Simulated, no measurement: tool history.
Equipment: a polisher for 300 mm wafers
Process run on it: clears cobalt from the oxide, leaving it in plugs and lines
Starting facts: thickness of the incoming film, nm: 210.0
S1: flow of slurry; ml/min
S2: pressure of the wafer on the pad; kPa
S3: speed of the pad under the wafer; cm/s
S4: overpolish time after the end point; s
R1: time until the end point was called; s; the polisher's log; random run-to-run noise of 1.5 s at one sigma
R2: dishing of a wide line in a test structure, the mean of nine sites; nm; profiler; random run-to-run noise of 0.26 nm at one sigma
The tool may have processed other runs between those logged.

Run 1, hour 0.0: S1 195 ml/min, S2 14.5 kPa, S3 96 cm/s, S4 19 s. Result: R1 50.873 s, R2 23.797 nm.
Run 2, hour 7.7: S1 195 ml/min, S2 17.2 kPa, S3 96 cm/s, S4 19 s. Result: R1 43.124 s, R2 24.688 nm.
Run 3, hour 14.3: S1 195 ml/min, S2 17.2 kPa, S3 116 cm/s, S4 19 s. Result: R1 37.665 s, R2 24.228 nm.
Run 4, hour 18.7: S1 145 ml/min, S2 17.2 kPa, S3 116 cm/s, S4 19 s. Result: R1 38.147 s, R2 25.642 nm.
Run 5, hour 27.1: S1 170 ml/min, S2 15.9 kPa, S3 108 cm/s, S4 17 s. Result: R1 42.046 s, R2 23.700 nm.
Run 6, hour 35.5: S1 190 ml/min, S2 14.5 kPa, S3 98 cm/s, S4 15 s. Result: R1 50.183 s, R2 22.408 nm.
Run 7, hour 41.5: S1 210 ml/min, S2 13.1 kPa, S3 92 cm/s, S4 14 s. Result: R1 54.725 s, R2 22.249 nm.
Run 8, hour 49.0: S1 225 ml/min, S2 12.4 kPa, S3 84 cm/s, S4 13 s. Result: R1 63.213 s, R2 21.592 nm.

Expected results for the next run?
Run 9, hour 54.9: S1 225 ml/min, S2 11.7 kPa, S3 80 cm/s, S4 12 s. Result: R1 ?, R2 ?.

R1: 69.083 s
R2: 18.615 nm

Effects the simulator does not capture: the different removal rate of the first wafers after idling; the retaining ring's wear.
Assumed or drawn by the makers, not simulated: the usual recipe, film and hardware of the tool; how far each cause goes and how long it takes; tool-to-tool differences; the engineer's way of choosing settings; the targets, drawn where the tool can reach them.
